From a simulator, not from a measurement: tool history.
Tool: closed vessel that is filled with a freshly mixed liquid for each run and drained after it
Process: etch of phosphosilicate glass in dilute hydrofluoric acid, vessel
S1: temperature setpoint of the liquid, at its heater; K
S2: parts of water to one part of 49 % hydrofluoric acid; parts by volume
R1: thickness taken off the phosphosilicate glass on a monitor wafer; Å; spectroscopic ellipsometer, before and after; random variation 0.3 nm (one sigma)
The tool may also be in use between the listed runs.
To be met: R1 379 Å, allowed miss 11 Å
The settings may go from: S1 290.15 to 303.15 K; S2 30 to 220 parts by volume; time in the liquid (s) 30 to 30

{"run": 1, "day": 0.0, "S1": 295.15, "S2": 125, "time in the liquid (s)": 30, "R1": 284.23}
{"run": 2, "day": 0.096, "S1": 295.15, "S2": 125, "time in the liquid (s)": 30, "R1": 285.79}
{"run": 3, "day": 0.438, "S1": 295.15, "S2": 125, "time in the liquid (s)": 30, "R1": 283.61}
{"run": 4, "day": 0.479, "S1": 295.15, "S2": 155, "time in the liquid (s)": 30, "R1": 217.13}
{"run": 5, "day": 0.783, "S1": 295.15, "S2": 135, "time in the liquid (s)": 30, "R1": 261.64}
{"run": 6, "day": 0.975, "S1": 295.15, "S2": 120, "time in the liquid (s)": 30, "R1": 301.93}
{"run": 7, "day": 1.033, "S1": 296.15, "S2": 120, "time in the liquid (s)": 30, "R1": 310.94}
{"run": 8, "day": 1.367, "S1": 296.65, "S2": 120, "time in the liquid (s)": 30, "R1": 313.57}
{"run": 9, "day": 1.4, "S1": 297.65, "S2": 120, "time in the liquid (s)": 30, "R1": 328.03}
{"run": 10, "day": 1.55, "S1": 298.15, "S2": 120, "time in the liquid (s)": 30, "R1": 330.09}
{"run": 11, "day": 1.9, "S1": 298.65, "S2": 120, "time in the liquid (s)": 30, "R1": 342.8}

Which of these 5 next moves meets every target?
{"run": "A", "day": 2.25, "S1": 297.65, "S2": 100, "time in the liquid (s)": 30, "R1": "?"}
{"run": "B", "day": 2.25, "S1": 297.65, "S2": 115, "time in the liquid (s)": 30, "R1": "?"}
{"run": "C", "day": 2.25, "S1": 299.65, "S2": 105, "time in the liquid (s)": 30, "R1": "?"}
{"run": "D", "day": 2.25, "S1": 298.15, "S2": 115, "time in the liquid (s)": 30, "R1": "?"}
{"run": "E", "day": 2.25, "S1": 297.15, "S2": 105, "time in the liquid (s)": 30, "R1": "?"}

move=A R1=405.75
move=B R1=346.38
move=C R1=415.14
move=D R1=353.19
move=E R1=376.56
A: takes the result that was furthest off past its target
B: nearer than the last run, and not there yet
C: takes the result that was furthest off past its target
D: nearer than the last run, and not there yet
E: meets every target
Answer: E

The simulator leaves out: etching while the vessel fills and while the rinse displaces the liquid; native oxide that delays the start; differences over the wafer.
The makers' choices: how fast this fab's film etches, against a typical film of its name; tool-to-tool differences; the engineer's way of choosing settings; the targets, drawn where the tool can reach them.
